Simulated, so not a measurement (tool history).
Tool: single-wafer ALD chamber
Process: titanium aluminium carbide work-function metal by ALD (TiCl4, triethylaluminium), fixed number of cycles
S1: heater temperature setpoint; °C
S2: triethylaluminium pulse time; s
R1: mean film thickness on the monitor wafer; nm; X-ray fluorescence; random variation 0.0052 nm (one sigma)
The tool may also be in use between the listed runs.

{"run": 1, "hour": 0.0, "S1": 310, "S2": 8.98, "R1": 2.108}
{"run": 2, "hour": 4.8, "S1": 308, "S2": 8.4, "R1": 2.0721}
{"run": 3, "hour": 10.7, "S1": 308, "S2": 7.2, "R1": 2.0407}
{"run": 4, "hour": 15.2, "S1": 316, "S2": 7.2, "R1": 2.116}
{"hour": 17.7, "done": "thermocouple changed; heater temperature recalibrated"}
{"run": 5, "hour": 17.7, "S1": 316, "S2": 4.76, "R1": 1.9332}
{"run": 6, "hour": 23.0, "S1": 316, "S2": 6.34, "R1": 2.0372}
{"run": 7, "hour": 31.1, "S1": 314, "S2": 6.03, "R1": 2.0086}

Estimate the outcome of run 8 from the log above:
{"run": 8, "hour": 35.4, "S1": 312, "S2": 5.75, "R1": "?"}

R1: 1.9736 nm

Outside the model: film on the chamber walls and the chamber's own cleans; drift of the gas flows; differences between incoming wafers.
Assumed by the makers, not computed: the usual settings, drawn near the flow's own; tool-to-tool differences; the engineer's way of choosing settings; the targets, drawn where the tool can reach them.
